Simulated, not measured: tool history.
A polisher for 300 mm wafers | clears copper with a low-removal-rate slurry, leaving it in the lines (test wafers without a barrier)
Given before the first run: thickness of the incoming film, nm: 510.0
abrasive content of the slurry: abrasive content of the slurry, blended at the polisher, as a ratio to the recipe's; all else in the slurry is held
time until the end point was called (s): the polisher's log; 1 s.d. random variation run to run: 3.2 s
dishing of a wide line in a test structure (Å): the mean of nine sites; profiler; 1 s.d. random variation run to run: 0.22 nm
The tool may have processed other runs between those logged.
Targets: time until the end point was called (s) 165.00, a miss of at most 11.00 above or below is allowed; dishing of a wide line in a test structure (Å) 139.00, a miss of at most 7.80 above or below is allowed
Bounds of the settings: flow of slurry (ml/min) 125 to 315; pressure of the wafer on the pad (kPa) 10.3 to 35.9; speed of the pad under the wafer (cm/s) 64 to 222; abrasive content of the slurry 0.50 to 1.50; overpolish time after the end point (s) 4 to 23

run    day  flow of slurry (ml/min)  pressure of the wafer on the pad (kPa)  speed of the pad under the wafer (cm/s)  abrasive content of the slurry  overpolish time after the end point (s)  time until the end point was called (s)  dishing of a wide line in a test structure (Å)
  1  0.000                      205                                    22.8                                      142                            1.00                                       12                                   128.71                                          322.03
  2  0.367                      205                                    20.7                                      142                            1.00                                       10                                   136.36                                          262.35
  3  0.567                      205                                    20.7                                      112                            1.00                                       10                                   165.07                                          232.12
  4  0.917                      195                                    19.3                                      122                            0.95                                        8                                   166.07                                          180.87
  5  1.029                      195                                    19.3                                      106                            0.95                                        8                                   173.66                                          161.03
  6  1.325                      190                                    20.0                                      106                            0.90                                        8                                   180.08                                          166.75
  7  1.612                      190                                    20.0                                      108                            0.90                                        7                                   176.92                                          149.21
  8  1.912                      190                                    20.7                                      108                            0.90                                        7                                   176.46                                          148.51
  9  1.979                      190                                    21.4                                      108                            0.90                                        7                                   163.23                                          156.77
 10  2.162                      185                                    21.4                                      108                            0.90                                        7                                   171.16                                          159.00
 11  2.425                      195                                    21.4                                      110                            0.85                                        7                                   169.12                                          154.33

Consider the 4 candidate settings below. Which is the only one whose results all fall within their allowed miss of target?
  A  2.688                      205                                    21.4                                      102                            0.90                                        7                                        ?                                               ?
  B  2.688                      195                                    22.1                                      106                            0.75                                        7                                        ?                                               ?
  C  2.688                      195                                    26.2                                       94                            0.80                                        6                                        ?                                               ?
  D  2.688                      165                                    19.3                                      122                            0.75                                        9                                        ?                                               ?

move  time until the end point was called (s)  dishing of a wide line in a test structure (Å)
   A                                   171.54                                          150.99
   B                                   170.90                                          151.60
   C                                   161.03                                          139.14
   D                                   173.12                                          188.22
A: closes in on the targets versus the last run, not all within tolerance yet
B: closes in on the targets versus the last run, not all within tolerance yet
C: meets every target
D: moves away from the targets compared with the last run
So the answer is move C, the one that meets all the targets.
